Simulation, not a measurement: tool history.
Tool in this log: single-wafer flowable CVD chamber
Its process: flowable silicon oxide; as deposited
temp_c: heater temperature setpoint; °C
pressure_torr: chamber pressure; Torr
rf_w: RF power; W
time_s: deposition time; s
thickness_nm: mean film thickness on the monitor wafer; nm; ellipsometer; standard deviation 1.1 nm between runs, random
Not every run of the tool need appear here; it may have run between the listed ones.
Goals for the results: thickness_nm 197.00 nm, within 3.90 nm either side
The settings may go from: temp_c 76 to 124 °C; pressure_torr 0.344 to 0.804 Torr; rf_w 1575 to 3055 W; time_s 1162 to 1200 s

run	hour	temp_c	pressure_torr	rf_w	time_s	thickness_nm
1	0.0	100	0.574	2315	1162	436.95
2	1.5	95	0.574	2315	1162	500.37
3	9.1	105	0.561	2310	1162	367.88
4	14.2	111	0.548	2305	1162	300.04
5	19.1	111	0.548	2560	1162	305.99
6	25.9	115	0.538	2560	1162	270.76
7	28.3	118	0.528	2560	1162	243.61
8	36.1	120	0.521	2560	1162	228.24
9	43.7	121	0.515	2560	1162	221.11
10	45.5	122	0.509	2560	1162	216.10
11	51.1	123	0.501	2560	1162	206.25
12	60.1	123	0.497	2560	1162	203.46
13	64.6	123	0.496	2560	1162	201.81

Below are 5 possible settings for the next run. Only one of them brings all results inside the allowed miss of their targets. Which is it?
A	69.1	110	0.348	2680	1162	?
B	69.1	124	0.505	2145	1162	?
C	69.1	122	0.469	2570	1200	?
D	69.1	118	0.442	2395	1162	?
E	69.1	124	0.455	2710	1164	?

move	thickness_nm
A	208.91
B	197.10
C	203.12
D	204.59
E	183.76
A: misses by more than the last run did
B: all results in spec
C: misses by more than the last run did
D: misses by more than the last run did
E: the result that was furthest off in the last run now lies on the other side of its target
Answer: B
